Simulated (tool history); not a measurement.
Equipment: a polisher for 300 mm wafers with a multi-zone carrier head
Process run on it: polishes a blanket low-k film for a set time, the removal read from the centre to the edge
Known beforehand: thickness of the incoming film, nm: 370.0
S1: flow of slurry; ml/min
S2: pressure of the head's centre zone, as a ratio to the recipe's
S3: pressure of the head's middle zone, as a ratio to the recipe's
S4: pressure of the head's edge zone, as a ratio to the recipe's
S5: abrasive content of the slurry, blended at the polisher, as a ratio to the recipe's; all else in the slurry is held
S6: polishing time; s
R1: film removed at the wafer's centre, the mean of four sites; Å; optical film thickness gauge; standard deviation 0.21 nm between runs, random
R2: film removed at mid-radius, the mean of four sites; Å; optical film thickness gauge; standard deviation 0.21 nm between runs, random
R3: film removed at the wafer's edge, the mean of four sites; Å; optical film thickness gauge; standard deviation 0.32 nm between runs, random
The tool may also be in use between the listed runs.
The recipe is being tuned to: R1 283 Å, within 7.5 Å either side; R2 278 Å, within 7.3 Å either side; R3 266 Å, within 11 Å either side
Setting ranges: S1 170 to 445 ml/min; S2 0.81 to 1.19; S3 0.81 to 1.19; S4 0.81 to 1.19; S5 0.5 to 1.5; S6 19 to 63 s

run,day,S1,S2,S3,S4,S5,S6,R1,R2,R3
1,0,285,1,1,1,1,41,213.27,206.12,204.33
2,0.204,290,1.02,1.03,1.04,1.1,41,224.14,223.09,216.01
3,0.317,290,1.05,1.03,1.04,1.1,41,234.68,219.75,215.57
4,0.354,295,1.06,1.05,1.07,1.2,41,239.32,228.25,222.85
5,0.554,300,1.07,1.07,1.09,1.25,42,254.83,244.69,242.87
6,0.692,315,1.08,1.09,1.1,1.3,42,257.46,251.35,244.85
7,0.771,315,1.09,1.11,1.11,1.35,42,267.8,257.7,241.35
8,0.908,320,1.09,1.11,1.13,1.4,42,267.66,259.82,250.88
9,1.221,320,1.09,1.12,1.14,1.4,42,267.31,260.16,254.78
10,1.504,320,1.09,1.12,1.14,1.4,42,268.82,262.39,253.63
11,1.767,320,1.09,1.13,1.15,1.4,42,269.06,265,251.18
12,2.133,325,1.09,1.13,1.16,1.4,42,270.92,263.5,255.64

Pick the move, out of 5, that brings all results within their allowed miss; only one does.
A,2.5,335,1.14,1.09,1.09,1.5,41,?,?,?
B,2.5,355,1.13,1.16,1.13,1.25,40,?,?,?
C,2.5,355,1.17,1.11,1.16,1.3,42,?,?,?
D,2.5,290,1.08,1.12,1.11,1.15,48,?,?,?
E,2.5,390,1.19,1.11,1.13,1.4,42,?,?,?

move,R1,R2,R3
A,278,257.57,250.16
B,253.91,249.29,234.2
C,279.78,256.03,252.81
D,278.85,279.06,268.05
E,293.57,263.94,256.82
A: misses by more than the last run did
B: misses by more than the last run did
C: misses by more than the last run did
D: in spec on every target
E: neither nearer nor further off than the last run
The move that meets every target is D.
